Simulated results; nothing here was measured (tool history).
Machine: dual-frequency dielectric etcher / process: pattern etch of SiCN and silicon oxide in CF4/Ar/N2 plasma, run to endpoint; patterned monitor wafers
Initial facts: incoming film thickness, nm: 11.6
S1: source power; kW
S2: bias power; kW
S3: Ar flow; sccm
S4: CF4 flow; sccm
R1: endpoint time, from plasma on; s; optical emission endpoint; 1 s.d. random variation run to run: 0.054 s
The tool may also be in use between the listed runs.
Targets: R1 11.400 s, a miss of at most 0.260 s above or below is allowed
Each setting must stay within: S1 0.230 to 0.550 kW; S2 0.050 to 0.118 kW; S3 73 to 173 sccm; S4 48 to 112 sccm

run 1 hour=0.0 | S1=0.390 S2=0.084 S3=123 S4=80 | R1=13.537
run 2 hour=7.1 | S1=0.340 S2=0.084 S3=123 S4=80 | R1=15.337
run 3 hour=8.2 | S1=0.350 S2=0.084 S3=123 S4=80 | R1=14.890
run 4 hour=14.2 | S1=0.360 S2=0.084 S3=123 S4=80 | R1=14.664
run 5 hour=20.6 | S1=0.370 S2=0.084 S3=123 S4=80 | R1=14.134
run 6 hour=26.4 | S1=0.380 S2=0.084 S3=123 S4=80 | R1=13.977
run 7 hour=33.2 | S1=0.390 S2=0.084 S3=123 S4=80 | R1=13.492
run 8 hour=35.1 | S1=0.400 S2=0.084 S3=123 S4=80 | R1=13.291
run 9 hour=43.5 | S1=0.400 S2=0.084 S3=123 S4=80 | R1=13.450
run 10 hour=46.7 | S1=0.410 S2=0.084 S3=123 S4=80 | R1=13.019
run 11 hour=54.1 | S1=0.420 S2=0.084 S3=123 S4=80 | R1=12.783
run 12 hour=59.2 | S1=0.430 S2=0.084 S3=123 S4=80 | R1=12.532
run 13 hour=61.9 | S1=0.440 S2=0.084 S3=123 S4=80 | R1=12.342
run 14 hour=69.3 | S1=0.460 S2=0.085 S3=123 S4=80 | R1=11.661

Which of these 5 next moves meets every target?
run A hour=76.7 | S1=0.440 S2=0.087 S3=113 S4=76 | R1=?
run B hour=76.7 | S1=0.450 S2=0.082 S3=125 S4=76 | R1=?
run C hour=76.7 | S1=0.450 S2=0.092 S3=125 S4=100 | R1=?
run D hour=76.7 | S1=0.440 S2=0.092 S3=109 S4=70 | R1=?
run E hour=76.7 | S1=0.450 S2=0.084 S3=116 S4=79 | R1=?

move=A R1=12.089
move=B R1=12.188
move=C R1=11.281
move=D R1=12.022
move=E R1=11.927
A: misses by more than the last run did
B: misses by more than the last run did
C: meets every target
D: misses by more than the last run did
E: misses by more than the last run did
The right move is C.

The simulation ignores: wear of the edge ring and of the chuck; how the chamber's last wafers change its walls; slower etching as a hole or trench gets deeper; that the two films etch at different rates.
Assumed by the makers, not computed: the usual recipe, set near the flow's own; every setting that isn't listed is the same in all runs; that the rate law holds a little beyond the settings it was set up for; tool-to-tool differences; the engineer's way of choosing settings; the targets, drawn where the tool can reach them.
